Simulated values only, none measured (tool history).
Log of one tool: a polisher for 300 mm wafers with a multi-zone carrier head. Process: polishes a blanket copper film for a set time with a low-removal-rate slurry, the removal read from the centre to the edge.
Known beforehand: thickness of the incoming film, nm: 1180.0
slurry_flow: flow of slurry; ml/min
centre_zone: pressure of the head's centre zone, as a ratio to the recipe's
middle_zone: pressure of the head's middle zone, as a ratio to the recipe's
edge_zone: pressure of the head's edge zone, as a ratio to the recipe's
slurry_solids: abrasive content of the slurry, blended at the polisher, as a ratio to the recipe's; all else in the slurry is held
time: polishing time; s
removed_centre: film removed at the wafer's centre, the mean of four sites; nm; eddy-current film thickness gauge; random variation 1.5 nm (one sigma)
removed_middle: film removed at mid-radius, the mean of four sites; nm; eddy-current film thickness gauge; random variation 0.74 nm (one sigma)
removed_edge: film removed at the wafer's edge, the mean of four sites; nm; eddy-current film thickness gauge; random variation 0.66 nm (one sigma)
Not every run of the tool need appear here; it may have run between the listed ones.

{"run": 1, "hour": 0.0, "slurry_flow": 275, "centre_zone": 1, "middle_zone": 1, "edge_zone": 1, "slurry_solids": 1, "time": 60, "removed_centre": 170.07, "removed_middle": 156.06, "removed_edge": 164.68}
{"run": 2, "hour": 6.2, "slurry_flow": 275, "centre_zone": 1.01, "middle_zone": 1.01, "edge_zone": 0.96, "slurry_solids": 0.9, "time": 53, "removed_centre": 141.06, "removed_middle": 136.3, "removed_edge": 135.92}
{"run": 3, "hour": 13.8, "slurry_flow": 275, "centre_zone": 1.01, "middle_zone": 1.01, "edge_zone": 0.96, "slurry_solids": 0.8, "time": 53, "removed_centre": 143.59, "removed_middle": 131.06, "removed_edge": 133.83}
{"run": 4, "hour": 15.5, "slurry_flow": 275, "centre_zone": 1.02, "middle_zone": 1.02, "edge_zone": 0.93, "slurry_solids": 0.75, "time": 49, "removed_centre": 128.95, "removed_middle": 121.13, "removed_edge": 118.6}
{"run": 5, "hour": 17.5, "slurry_flow": 275, "centre_zone": 1.02, "middle_zone": 1.02, "edge_zone": 0.88, "slurry_solids": 0.75, "time": 49, "removed_centre": 128.04, "removed_middle": 119.07, "removed_edge": 115.98}
{"run": 6, "hour": 24.8, "slurry_flow": 275, "centre_zone": 1.02, "middle_zone": 1.02, "edge_zone": 0.88, "slurry_solids": 0.75, "time": 57, "removed_centre": 149.02, "removed_middle": 140.73, "removed_edge": 136.02}
{"run": 7, "hour": 27.2, "slurry_flow": 275, "centre_zone": 1.03, "middle_zone": 1.03, "edge_zone": 0.87, "slurry_solids": 0.7, "time": 52, "removed_centre": 135.34, "removed_middle": 126.93, "removed_edge": 120.51}
{"run": 8, "hour": 32.4, "slurry_flow": 275, "centre_zone": 1.03, "middle_zone": 1.03, "edge_zone": 0.86, "slurry_solids": 0.65, "time": 48, "removed_centre": 123.28, "removed_middle": 112.99, "removed_edge": 110.38}
{"run": 9, "hour": 38.9, "slurry_flow": 275, "centre_zone": 1.04, "middle_zone": 1.05, "edge_zone": 0.85, "slurry_solids": 0.6, "time": 45, "removed_centre": 112.99, "removed_middle": 106.5, "removed_edge": 100.13}
{"run": 10, "hour": 46.6, "slurry_flow": 270, "centre_zone": 1.05, "middle_zone": 1.05, "edge_zone": 0.84, "slurry_solids": 0.6, "time": 44, "removed_centre": 113.97, "removed_middle": 103.71, "removed_edge": 95.054}
{"run": 11, "hour": 47.5, "slurry_flow": 260, "centre_zone": 1.04, "middle_zone": 1.05, "edge_zone": 0.83, "slurry_solids": 0.6, "time": 43, "removed_centre": 109.19, "removed_middle": 100.73, "removed_edge": 92.236}

What does the tool deliver on the next run?
{"run": 12, "hour": 50.9, "slurry_flow": 245, "centre_zone": 1.03, "middle_zone": 1.05, "edge_zone": 0.83, "slurry_solids": 0.6, "time": 43, "removed_centre": "?", "removed_middle": "?", "removed_edge": "?"}

{"run 12": {"removed_centre": 108.31, "removed_middle": 100.88, "removed_edge": 91.532}}

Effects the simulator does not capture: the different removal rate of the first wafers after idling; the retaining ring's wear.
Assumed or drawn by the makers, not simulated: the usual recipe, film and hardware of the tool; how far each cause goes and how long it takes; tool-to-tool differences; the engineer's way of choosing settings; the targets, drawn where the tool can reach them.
